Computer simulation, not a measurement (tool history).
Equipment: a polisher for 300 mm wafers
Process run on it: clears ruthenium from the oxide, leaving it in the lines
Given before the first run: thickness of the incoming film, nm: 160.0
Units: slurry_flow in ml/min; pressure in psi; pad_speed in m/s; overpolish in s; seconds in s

Run 1, hour 0.0: slurry_flow 310 ml/min, pressure 2.0 psi, pad_speed 1.08 m/s, overpolish 18 s. Result: seconds 121.83 s.
Run 2, hour 4.6: slurry_flow 310 ml/min, pressure 1.8 psi, pad_speed 1.08 m/s, overpolish 18 s. Result: seconds 128.57 s.
Run 3, hour 6.3: slurry_flow 310 ml/min, pressure 1.6 psi, pad_speed 1.06 m/s, overpolish 18 s. Result: seconds 141.74 s.
Run 4, hour 12.4: slurry_flow 310 ml/min, pressure 1.6 psi, pad_speed 1.06 m/s, overpolish 18 s. Result: seconds 142.39 s.
Run 5, hour 21.4: slurry_flow 310 ml/min, pressure 1.6 psi, pad_speed 1.06 m/s, overpolish 20 s. Result: seconds 138.18 s.
Run 6, hour 23.5: slurry_flow 310 ml/min, pressure 1.4 psi, pad_speed 1.06 m/s, overpolish 20 s. Result: seconds 153.52 s.
Run 7, hour 30.2: slurry_flow 310 ml/min, pressure 1.3 psi, pad_speed 1.06 m/s, overpolish 20 s. Result: seconds 157.72 s.

Forecast run 8:
Run 8, hour 37.2: slurry_flow 310 ml/min, pressure 1.2 psi, pad_speed 1.06 m/s, overpolish 20 s. Result: seconds ?.

{"run 8": {"seconds": 168.16}}
